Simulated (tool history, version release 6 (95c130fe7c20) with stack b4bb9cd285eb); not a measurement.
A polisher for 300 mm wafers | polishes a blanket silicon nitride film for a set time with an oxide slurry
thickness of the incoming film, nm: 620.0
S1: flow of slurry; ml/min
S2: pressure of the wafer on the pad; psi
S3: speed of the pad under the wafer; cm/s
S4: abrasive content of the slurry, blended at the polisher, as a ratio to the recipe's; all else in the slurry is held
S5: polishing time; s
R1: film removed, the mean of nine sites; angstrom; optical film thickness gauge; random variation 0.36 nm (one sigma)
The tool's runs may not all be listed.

{"run": 1, "hour": 0.0, "S1": 310, "S2": 4.0, "S3": 98, "S4": 1.0, "S5": 71, "R1": 570.52}
{"run": 2, "hour": 7.3, "S1": 310, "S2": 4.0, "S3": 88, "S4": 1.0, "S5": 71, "R1": 516.6}
{"run": 3, "hour": 13.2, "S1": 310, "S2": 3.4, "S3": 88, "S4": 1.0, "S5": 71, "R1": 440.37}
{"run": 4, "hour": 15.6, "S1": 310, "S2": 3.2, "S3": 88, "S4": 1.0, "S5": 71, "R1": 423.22}
{"run": 5, "hour": 18.7, "S1": 310, "S2": 3.2, "S3": 88, "S4": 1.0, "S5": 71, "R1": 413.37}
{"run": 6, "hour": 21.0, "S1": 310, "S2": 3.1, "S3": 88, "S4": 1.0, "S5": 71, "R1": 398.99}
{"run": 7, "hour": 24.8, "S1": 310, "S2": 3.1, "S3": 88, "S4": 1.0, "S5": 71, "R1": 396.39}
{"run": 8, "hour": 30.5, "S1": 310, "S2": 3.0, "S3": 88, "S4": 1.0, "S5": 71, "R1": 389.03}
{"run": 9, "hour": 33.4, "S1": 310, "S2": 2.9, "S3": 88, "S4": 1.0, "S5": 71, "R1": 382.79}
{"run": 10, "hour": 36.8, "S1": 310, "S2": 2.8, "S3": 88, "S4": 1.0, "S5": 71, "R1": 366.56}
{"run": 11, "hour": 39.0, "S1": 310, "S2": 2.7, "S3": 88, "S4": 1.0, "S5": 71, "R1": 355.47}

Run 12 comes next. What will it give?
{"run": 12, "hour": 46.1, "S1": 310, "S2": 2.6, "S3": 88, "S4": 1.0, "S5": 71, "R1": "?"}

{"run 12": {"R1": 337.37}}
